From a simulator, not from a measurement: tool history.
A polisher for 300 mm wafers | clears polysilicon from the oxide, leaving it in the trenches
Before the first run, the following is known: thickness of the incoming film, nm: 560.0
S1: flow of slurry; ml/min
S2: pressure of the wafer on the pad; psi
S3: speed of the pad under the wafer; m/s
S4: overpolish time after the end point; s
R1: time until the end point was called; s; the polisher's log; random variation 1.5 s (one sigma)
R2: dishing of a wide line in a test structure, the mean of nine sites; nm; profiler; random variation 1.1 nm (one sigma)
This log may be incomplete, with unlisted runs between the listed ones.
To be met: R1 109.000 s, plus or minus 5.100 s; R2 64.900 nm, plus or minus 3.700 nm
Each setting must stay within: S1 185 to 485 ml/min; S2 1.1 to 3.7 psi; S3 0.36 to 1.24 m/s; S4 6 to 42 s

Run 1, hour 0.0: S1 310 ml/min, S2 2.4 psi, S3 0.80 m/s, S4 21 s. Result: R1 67.008 s, R2 73.599 nm.
Run 2, hour 8.9: S1 310 ml/min, S2 2.2 psi, S3 0.80 m/s, S4 21 s. Result: R1 75.375 s, R2 72.650 nm.
Run 3, hour 14.0: S1 310 ml/min, S2 2.2 psi, S3 0.80 m/s, S4 16 s. Result: R1 73.854 s, R2 65.076 nm.
Run 4, hour 21.1: S1 310 ml/min, S2 2.2 psi, S3 0.80 m/s, S4 7 s. Result: R1 76.434 s, R2 39.332 nm.
Run 5, hour 24.2: S1 310 ml/min, S2 2.2 psi, S3 0.72 m/s, S4 7 s. Result: R1 82.652 s, R2 37.297 nm.
Run 6, hour 26.7: S1 310 ml/min, S2 2.0 psi, S3 0.74 m/s, S4 9 s. Result: R1 89.248 s, R2 41.279 nm.
Run 7, hour 30.9: S1 310 ml/min, S2 1.9 psi, S3 0.76 m/s, S4 11 s. Result: R1 87.428 s, R2 49.209 nm.
Run 8, hour 33.9: S1 310 ml/min, S2 1.8 psi, S3 0.76 m/s, S4 11 s. Result: R1 93.745 s, R2 46.619 nm.
Run 9, hour 38.3: S1 310 ml/min, S2 1.7 psi, S3 0.78 m/s, S4 12 s. Result: R1 97.263 s, R2 47.253 nm.
Run 10, hour 42.6: S1 310 ml/min, S2 1.7 psi, S3 0.78 m/s, S4 12 s. Result: R1 96.792 s, R2 46.720 nm.
Run 11, hour 47.7: S1 310 ml/min, S2 1.6 psi, S3 0.78 m/s, S4 13 s. Result: R1 101.470 s, R2 47.334 nm.
Run 12, hour 56.4: S1 310 ml/min, S2 1.6 psi, S3 0.78 m/s, S4 14 s. Result: R1 103.440 s, R2 51.068 nm.
Run 13, hour 61.1: S1 310 ml/min, S2 1.6 psi, S3 0.78 m/s, S4 15 s. Result: R1 104.740 s, R2 52.898 nm.
Run 14, hour 68.1: S1 310 ml/min, S2 1.6 psi, S3 0.78 m/s, S4 16 s. Result: R1 105.000 s, R2 54.699 nm.
Run 15, hour 69.8: S1 310 ml/min, S2 1.6 psi, S3 0.78 m/s, S4 17 s. Result: R1 103.260 s, R2 55.325 nm.
Run 16, hour 72.4: S1 310 ml/min, S2 1.6 psi, S3 0.78 m/s, S4 18 s. Result: R1 103.450 s, R2 57.744 nm.
Run 17, hour 79.8: S1 310 ml/min, S2 1.6 psi, S3 0.78 m/s, S4 19 s. Result: R1 103.430 s, R2 59.767 nm.
Run 18, hour 86.2: S1 310 ml/min, S2 1.5 psi, S3 0.78 m/s, S4 21 s. Result: R1 105.980 s, R2 61.252 nm.
Run 19, hour 93.5: S1 310 ml/min, S2 1.4 psi, S3 0.78 m/s, S4 27 s. Result: R1 117.400 s, R2 67.469 nm.
At hour 98.0: worn pad replaced by a new one.
Run 20, hour 98.0: S1 310 ml/min, S2 1.5 psi, S3 0.78 m/s, S4 25 s. Result: R1 97.890 s, R2 68.993 nm.

Consider the 5 candidate settings below. Which is the only one whose results all fall within their allowed miss of target?
Run A, hour 102.5: S1 310 ml/min, S2 1.2 psi, S3 0.90 m/s, S4 38 s. Result: R1 ?, R2 ?.
Run B, hour 102.5: S1 305 ml/min, S2 1.7 psi, S3 0.80 m/s, S4 24 s. Result: R1 ?, R2 ?.
Run C, hour 102.5: S1 220 ml/min, S2 1.4 psi, S3 0.90 m/s, S4 33 s. Result: R1 ?, R2 ?.
Run D, hour 102.5: S1 285 ml/min, S2 1.8 psi, S3 0.84 m/s, S4 20 s. Result: R1 ?, R2 ?.
Run E, hour 102.5: S1 385 ml/min, S2 1.6 psi, S3 0.66 m/s, S4 25 s. Result: R1 ?, R2 ?.

move       R1      R2
   A  109.670  76.361
   B   88.455  71.306
   C   98.747  75.706
   D   80.419  69.178
   E  110.650  66.664
A: the furthest-off result lands on target, but another misses its tolerance
B: moves away from the targets compared with the last run
C: moves away from the targets compared with the last run
D: moves away from the targets compared with the last run
E: all results land within tolerance of their targets
Move E is the one to make.

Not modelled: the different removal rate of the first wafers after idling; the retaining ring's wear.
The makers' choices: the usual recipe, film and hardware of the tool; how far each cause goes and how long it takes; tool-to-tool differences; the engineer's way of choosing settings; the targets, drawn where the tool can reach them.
